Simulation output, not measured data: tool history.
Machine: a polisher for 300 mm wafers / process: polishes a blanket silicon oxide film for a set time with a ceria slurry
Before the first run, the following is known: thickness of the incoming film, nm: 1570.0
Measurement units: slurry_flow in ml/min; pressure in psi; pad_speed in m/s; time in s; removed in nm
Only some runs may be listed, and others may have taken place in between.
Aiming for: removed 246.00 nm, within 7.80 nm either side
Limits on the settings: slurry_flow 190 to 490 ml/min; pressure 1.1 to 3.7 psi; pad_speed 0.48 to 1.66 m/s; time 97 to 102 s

| run | day | slurry_flow | pressure | pad_speed | time | removed |
|---|---|---|---|---|---|---|
| 1 | 0.000 | 315 | 2.4 | 1.06 | 97 | 321.32 |
| 2 | 0.029 | 315 | 2.4 | 0.94 | 97 | 282.83 |
| 3 | 0.200 | 315 | 1.8 | 0.94 | 97 | 217.98 |
| 4 | 0.367 | 315 | 2.3 | 0.94 | 97 | 274.25 |
| 5 | 0.512 | 315 | 2.3 | 0.94 | 97 | 274.97 |
| 6 | 0.746 | 315 | 2.3 | 0.94 | 97 | 277.81 |
|  | 0.804 | slurry nozzle cleaned |
| 7 | 0.804 | 315 | 2.3 | 0.94 | 97 | 284.40 |
| 8 | 1.092 | 315 | 2.1 | 0.94 | 97 | 257.52 |

4 next moves are on the table. One of them brings every result within its allowed miss. Which?
| A | 1.379 | 260 | 2.3 | 0.90 | 102 | ? |
| B | 1.379 | 270 | 2.4 | 0.88 | 97 | ? |
| C | 1.379 | 265 | 2.7 | 0.80 | 97 | ? |
| D | 1.379 | 325 | 2.2 | 0.86 | 97 | ? |

| move | removed |
|---|---|
| A | 280.29 |
| B | 272.59 |
| C | 278.46 |
| D | 248.33 |
A: the biggest miss grows against the last run
B: the biggest miss grows against the last run
C: the biggest miss grows against the last run
D: every result lands within tolerance
The move that meets every target is D.
